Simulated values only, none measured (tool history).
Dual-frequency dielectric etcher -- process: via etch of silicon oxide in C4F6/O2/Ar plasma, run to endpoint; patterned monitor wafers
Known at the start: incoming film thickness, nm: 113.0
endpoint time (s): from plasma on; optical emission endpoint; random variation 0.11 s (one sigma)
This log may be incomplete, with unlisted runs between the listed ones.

run,hour,bias power (kW),source power (kW),Ar flow (sccm),endpoint time (s)
1,0.0,0.619,0.310,350,23.464
2,4.0,0.651,0.320,349,22.686
3,8.1,0.679,0.320,348,22.040
4,15.2,0.724,0.320,348,21.465
5,19.9,0.724,0.360,348,20.323
6,27.9,0.731,0.360,348,20.242

For run 7, what comes out?
7,36.2,0.731,0.360,348,?

Run 7 gave endpoint time (s) 20.308.
